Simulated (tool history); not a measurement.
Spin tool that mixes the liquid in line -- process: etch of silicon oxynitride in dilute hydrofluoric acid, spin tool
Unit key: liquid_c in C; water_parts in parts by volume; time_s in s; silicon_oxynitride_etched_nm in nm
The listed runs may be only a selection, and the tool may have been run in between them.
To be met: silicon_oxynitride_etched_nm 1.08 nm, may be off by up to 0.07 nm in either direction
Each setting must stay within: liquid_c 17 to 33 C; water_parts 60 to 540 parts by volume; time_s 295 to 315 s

| run | hour | liquid_c | water_parts | time_s | silicon_oxynitride_etched_nm |
|---|---|---|---|---|---|
| 1 | 0 | 25 | 300 | 295 | 2.3005 |
| 2 | 0.6 | 25 | 300 | 295 | 2.255 |
| 3 | 5.9 | 25 | 300 | 295 | 2.169 |
| 4 | 10.1 | 26.5 | 300 | 295 | 2.4182 |
| 5 | 11.7 | 24.5 | 300 | 295 | 2.1816 |
| 6 | 15.4 | 23 | 325 | 295 | 1.9006 |
| 7 | 21.3 | 22 | 350 | 295 | 1.6232 |
| 8 | 25.4 | 21 | 365 | 295 | 1.5594 |
| 9 | 33.2 | 20.5 | 385 | 295 | 1.3292 |
| 10 | 34.4 | 20 | 395 | 295 | 1.3564 |
| 11 | 38.9 | 19.5 | 405 | 295 | 1.2642 |

Exactly one of the 4 candidate moves below puts every result within its allowed miss. Which one?
| A | 43.4 | 23.5 | 470 | 315 | ? |
| B | 43.4 | 22.5 | 490 | 295 | ? |
| C | 43.4 | 20.5 | 360 | 295 | ? |
| D | 43.4 | 22 | 440 | 295 | ? |

| move | silicon_oxynitride_etched_nm |
|---|---|
| A | 1.2891 |
| B | 1.1002 |
| C | 1.4856 |
| D | 1.2356 |
A: further off than the last run
B: all results land within tolerance of their targets
C: further off than the last run
D: moves toward the targets from the last run without getting all of them in spec
The right move is B.

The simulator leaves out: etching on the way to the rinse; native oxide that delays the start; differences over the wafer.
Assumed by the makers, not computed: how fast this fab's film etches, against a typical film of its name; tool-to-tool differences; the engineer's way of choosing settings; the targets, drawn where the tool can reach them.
